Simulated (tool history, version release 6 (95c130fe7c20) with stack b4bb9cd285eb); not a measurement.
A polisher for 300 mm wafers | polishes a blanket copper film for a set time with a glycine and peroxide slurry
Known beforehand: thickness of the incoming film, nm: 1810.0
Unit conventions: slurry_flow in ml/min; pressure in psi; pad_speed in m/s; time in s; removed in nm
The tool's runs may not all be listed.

run 1 hour=0.0 | slurry_flow=225 pressure=3.1 pad_speed=1.22 time=80 | removed=691.70
run 2 hour=4.6 | slurry_flow=225 pressure=3.1 pad_speed=1.22 time=80 | removed=691.47
run 3 hour=12.5 | slurry_flow=225 pressure=3.3 pad_speed=1.22 time=80 | removed=714.50
run 4 hour=16.0 | slurry_flow=225 pressure=3.3 pad_speed=1.22 time=80 | removed=711.07
run 5 hour=19.0 | slurry_flow=225 pressure=3.5 pad_speed=1.22 time=80 | removed=732.70
run 6 hour=27.6 | slurry_flow=225 pressure=3.7 pad_speed=1.22 time=80 | removed=747.16
run 7 hour=29.8 | slurry_flow=225 pressure=3.9 pad_speed=1.22 time=80 | removed=774.93
run 8 hour=32.4 | slurry_flow=225 pressure=4.1 pad_speed=1.22 time=80 | removed=815.66

For run 9, what comes out?
run 9 hour=36.4 | slurry_flow=225 pressure=4.2 pad_speed=1.22 time=80 | removed=?

removed: 818.79 nm
